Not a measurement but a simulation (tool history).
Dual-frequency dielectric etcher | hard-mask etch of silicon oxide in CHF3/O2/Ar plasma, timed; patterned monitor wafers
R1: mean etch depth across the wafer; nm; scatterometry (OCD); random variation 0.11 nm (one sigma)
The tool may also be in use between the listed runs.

run 1 hour=0 | source_power_(W)=690 bias_power_(W)=126 etch_time_(s)=17 | R1=32.659
run 2 hour=1.8 | source_power_(W)=690 bias_power_(W)=104 etch_time_(s)=17 | R1=31.099
run 3 hour=4.7 | source_power_(W)=600 bias_power_(W)=104 etch_time_(s)=17 | R1=29.458
run 4 hour=12.5 | source_power_(W)=570 bias_power_(W)=102 etch_time_(s)=17 | R1=28.463
run 5 hour=18.8 | source_power_(W)=690 bias_power_(W)=102 etch_time_(s)=17 | R1=30.878
run 6 hour=19.8 | source_power_(W)=760 bias_power_(W)=102 etch_time_(s)=17 | R1=32.016

Run 7 comes next. What will it give?
run 7 hour=24.1 | source_power_(W)=710 bias_power_(W)=97 etch_time_(s)=17 | R1=?

R1: 30.921 nm
